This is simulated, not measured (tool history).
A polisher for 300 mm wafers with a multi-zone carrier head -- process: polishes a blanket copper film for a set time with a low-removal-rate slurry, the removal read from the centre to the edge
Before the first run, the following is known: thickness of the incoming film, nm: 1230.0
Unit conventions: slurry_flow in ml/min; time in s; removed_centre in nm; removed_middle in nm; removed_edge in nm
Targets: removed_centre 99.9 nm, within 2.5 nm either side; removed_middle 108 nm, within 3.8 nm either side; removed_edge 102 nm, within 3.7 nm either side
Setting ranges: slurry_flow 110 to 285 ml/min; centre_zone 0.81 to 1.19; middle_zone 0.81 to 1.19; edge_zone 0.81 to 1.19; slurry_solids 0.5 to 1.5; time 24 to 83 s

run    day  slurry_flow  centre_zone  middle_zone  edge_zone  slurry_solids  time  removed_centre  removed_middle  removed_edge
  1      0          180            1            1          1              1    53          86.248          83.067        84.264
  2  0.142          180            1            1       0.95              1    53          84.523          84.741        81.214
  3  0.271          185            1         1.02       0.97           1.05    53          87.715          87.266        84.096
  4  0.362          185            1         0.99       0.97           1.05    53           86.55          85.296        84.983
  5  0.425          185            1         0.99       1.01           1.05    53          87.686          83.451        85.291
  6  0.646          190         0.99         1.01       1.02            1.1    53          87.879          89.179        87.652
  7  0.746          200         0.99         1.02       1.04            1.1    53          89.171          89.044        88.799
  8    0.9          205         0.99         1.03       1.05           1.15    53           89.19          90.622        90.053
  9  1.033          210         0.99         1.04       1.06            1.2    53           90.44          91.041         92.65
 10  1.133          215         0.99         1.06       1.06            1.2    53          92.451          95.348        92.659

Of the 4 settings listed for the next run, only one would bring every result within its allowed miss of target. Which one?
  A  1.233          285         1.07         1.19       0.84            1.1    54               ?               ?             ?
  B  1.233          190         0.95         1.17          1           1.05    53               ?               ?             ?
  C  1.233          160         1.04         1.15       1.15           1.25    59               ?               ?             ?
  D  1.233          245         0.88         1.01       1.19           1.25    50               ?               ?             ?

move  removed_centre  removed_middle  removed_edge
   A          102.36          110.41        83.128
   B          84.073          100.38        84.253
   C          101.34          110.01        101.45
   D          79.394          89.411        92.236
A: corrects the largest miss of the last run, while another result sits out of spec
B: misses by more than the last run did
C: every result within its allowed miss
D: misses by more than the last run did
So the answer is move C, the one that meets all the targets.

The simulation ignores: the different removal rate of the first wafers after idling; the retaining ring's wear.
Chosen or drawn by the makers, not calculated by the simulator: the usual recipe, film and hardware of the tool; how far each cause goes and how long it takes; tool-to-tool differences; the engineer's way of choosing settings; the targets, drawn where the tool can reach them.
